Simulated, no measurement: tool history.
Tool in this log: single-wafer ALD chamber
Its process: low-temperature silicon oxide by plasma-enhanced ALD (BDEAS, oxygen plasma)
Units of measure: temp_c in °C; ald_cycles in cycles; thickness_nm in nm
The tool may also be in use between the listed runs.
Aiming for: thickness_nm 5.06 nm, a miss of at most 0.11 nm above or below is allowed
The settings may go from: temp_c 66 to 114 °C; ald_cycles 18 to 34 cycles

run    day  temp_c  ald_cycles  thickness_nm
  1      0      90          26        3.8094
  2  0.238      98          26        3.7591
  3  0.421      97          28        4.0294
  4  0.671      91          28        4.1278
  5  0.888      89          29        4.2882
  6  1.167      89          33        4.8775
  7  1.283      88          33        4.8963
  8  1.575      87          33        4.9136

5 next moves are on the table. One of them brings every result within its allowed miss. Which?
  A  1.867     104          32             ?
  B  1.867      97          33             ?
  C  1.867      80          33             ?
  D  1.867      95          33             ?
  E  1.867      78          31             ?

move  thickness_nm
   A        4.5749
   B        4.7712
   C         5.024
   D        4.7952
   E        4.7481
A: lands further from the targets than the last run did
B: lands further from the targets than the last run did
C: all results land within tolerance of their targets
D: lands further from the targets than the last run did
E: lands further from the targets than the last run did
The right move is C.

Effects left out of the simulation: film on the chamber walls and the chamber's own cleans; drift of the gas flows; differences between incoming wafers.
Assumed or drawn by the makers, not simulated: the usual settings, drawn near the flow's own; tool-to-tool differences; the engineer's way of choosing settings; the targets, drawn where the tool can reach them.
